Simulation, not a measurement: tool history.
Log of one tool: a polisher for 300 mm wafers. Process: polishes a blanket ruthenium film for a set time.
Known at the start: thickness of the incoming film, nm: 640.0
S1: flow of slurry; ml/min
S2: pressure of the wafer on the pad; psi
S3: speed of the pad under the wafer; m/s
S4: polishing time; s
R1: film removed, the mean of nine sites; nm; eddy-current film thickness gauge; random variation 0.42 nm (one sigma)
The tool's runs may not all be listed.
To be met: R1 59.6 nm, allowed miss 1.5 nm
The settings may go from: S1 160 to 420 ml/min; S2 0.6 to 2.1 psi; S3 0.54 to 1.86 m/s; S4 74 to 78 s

run,day,S1,S2,S3,S4,R1
1,0,270,1.3,1.18,74,61.104
2,0.233,270,1,1.18,74,51.655
3,0.346,325,1,1.18,74,52.092
4,0.554,325,1.1,1.18,74,56.796
# day 0.592: worn pad replaced by a new one
5,0.592,325,1.1,1.18,74,62.29
6,0.617,320,1.1,1.18,74,60.925
7,0.742,315,1.1,1.18,74,61.815
8,0.771,310,1.1,1.18,74,60.579
9,1.142,305,1.1,1.18,74,61.645
10,1.283,300,1.1,1.18,74,61.19

4 next moves are on the table. One of them brings every result within its allowed miss. Which?
A,1.425,265,1,1.2,76,?
B,1.425,315,1,1.24,78,?
C,1.425,315,1,1.3,74,?
D,1.425,315,1,1.32,75,?

move,R1
A,59.628
B,63.955
C,63.064
D,64.724
A: meets every target
B: further off than the last run
C: further off than the last run
D: further off than the last run
Move A is the one to make.

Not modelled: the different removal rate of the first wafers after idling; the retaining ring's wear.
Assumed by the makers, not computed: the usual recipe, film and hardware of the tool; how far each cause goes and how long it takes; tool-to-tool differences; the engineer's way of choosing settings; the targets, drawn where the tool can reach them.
